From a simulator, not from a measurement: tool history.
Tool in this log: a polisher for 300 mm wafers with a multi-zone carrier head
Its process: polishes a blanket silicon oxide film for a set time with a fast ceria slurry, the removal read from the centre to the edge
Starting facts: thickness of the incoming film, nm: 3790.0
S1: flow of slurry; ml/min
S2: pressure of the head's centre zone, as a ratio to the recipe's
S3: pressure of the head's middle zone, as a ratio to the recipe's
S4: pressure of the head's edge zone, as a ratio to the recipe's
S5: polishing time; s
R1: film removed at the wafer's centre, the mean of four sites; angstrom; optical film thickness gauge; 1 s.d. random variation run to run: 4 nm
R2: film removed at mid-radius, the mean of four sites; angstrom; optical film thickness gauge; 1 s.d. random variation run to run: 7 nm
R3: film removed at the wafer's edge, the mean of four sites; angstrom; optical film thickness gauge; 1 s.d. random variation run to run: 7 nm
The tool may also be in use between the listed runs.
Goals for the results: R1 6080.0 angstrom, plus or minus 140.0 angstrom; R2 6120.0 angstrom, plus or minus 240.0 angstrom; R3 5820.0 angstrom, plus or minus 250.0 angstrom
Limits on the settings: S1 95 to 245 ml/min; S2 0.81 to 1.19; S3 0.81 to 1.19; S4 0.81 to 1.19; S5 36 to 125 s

run  hour   S1    S2    S3    S4  S5      R1      R2      R3
  1   0.0  155  1.00  1.00  1.00  80  5471.6  5269.4  5435.6
  2   6.1  130  1.00  1.00  1.00  80  5268.9  5350.5  5221.6
  3  13.0  145  1.01  1.04  1.01  80  5360.3  5505.6  5409.5
  4  20.4  120  1.01  1.04  1.01  80  5223.3  5325.2  5311.7
  5  27.3  120  1.06  1.04  1.01  80  5525.2  5252.9  5247.1
  6  31.0  120  1.06  1.04  1.09  80  5419.7  5365.0  5441.2
  7  34.9  140  1.07  1.07  1.08  80  5677.6  5767.3  5394.7
  8  37.4  150  1.07  1.06  1.10  81  5923.1  5786.5  5647.4

Which one of the following 4 next-run settings gets every result inside its allowed miss? There is exactly one.
  A  39.9  135  1.01  0.95  1.11  84   ?   ?   ?
  B  39.9  160  1.07  1.17  1.08  79   ?   ?   ?
  C  39.9  155  1.09  1.13  1.12  82   ?   ?   ?
  D  39.9  185  1.08  1.16  1.04  77   ?   ?   ?

move      R1      R2      R3
   A  5635.3  5188.2  5857.0
   B  5801.1  5983.8  5522.6
   C  6099.5  5997.5  5821.6
   D  5842.9  5911.4  5364.2
A: lands further from the targets than the last run did
B: the furthest-off result lands on target, but another misses its tolerance
C: all results land within tolerance of their targets
D: the furthest-off result lands on target, but another misses its tolerance
The right move is C.
